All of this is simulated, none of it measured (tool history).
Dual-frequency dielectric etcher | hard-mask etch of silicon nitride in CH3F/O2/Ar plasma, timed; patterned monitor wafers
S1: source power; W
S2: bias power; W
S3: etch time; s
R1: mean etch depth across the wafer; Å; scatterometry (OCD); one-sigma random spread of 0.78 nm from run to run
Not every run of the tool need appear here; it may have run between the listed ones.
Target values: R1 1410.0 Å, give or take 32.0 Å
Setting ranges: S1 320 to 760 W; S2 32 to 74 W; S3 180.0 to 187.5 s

| run | day | S1 | S2 | S3 | R1 |
|---|---|---|---|---|---|
| 1 | 0.000 | 540 | 53 | 180.0 | 1260.4 |
| 2 | 0.154 | 500 | 53 | 180.0 | 1217.8 |
| 3 | 0.412 | 520 | 53 | 180.0 | 1251.7 |
| 4 | 0.617 | 530 | 53 | 180.0 | 1243.4 |
| 5 | 0.717 | 550 | 53 | 180.0 | 1261.0 |
| 6 | 0.954 | 560 | 53 | 180.0 | 1275.4 |
| 7 | 1.250 | 570 | 53 | 180.0 | 1283.6 |
| 8 | 1.579 | 580 | 53 | 180.0 | 1291.8 |
| 9 | 1.662 | 580 | 53 | 180.0 | 1293.9 |
|  | 1.821 | source power generator calibrated |
| 10 | 1.821 | 590 | 53 | 180.0 | 1278.8 |
| 11 | 1.862 | 600 | 54 | 180.5 | 1296.9 |
| 12 | 1.912 | 610 | 55 | 181.0 | 1309.7 |
| 13 | 1.996 | 620 | 55 | 181.5 | 1338.3 |
| 14 | 2.317 | 630 | 55 | 181.5 | 1336.2 |
| 15 | 2.529 | 640 | 55 | 181.5 | 1343.4 |

Of the 4 settings listed for the next run, only one would bring every result within its allowed miss of target. Which one?
| A | 2.742 | 720 | 49 | 187.5 | ? |
| B | 2.742 | 650 | 52 | 181.5 | ? |
| C | 2.742 | 610 | 53 | 181.5 | ? |
| D | 2.742 | 650 | 55 | 180.0 | ? |

| move | R1 |
|---|---|
| A | 1407.3 |
| B | 1333.1 |
| C | 1309.1 |
| D | 1343.7 |
A: every result within its allowed miss
B: its largest miss is bigger than the last run's
C: its largest miss is bigger than the last run's
D: about the same distance from the targets as the last run
So the answer is move A, the one that meets all the targets.
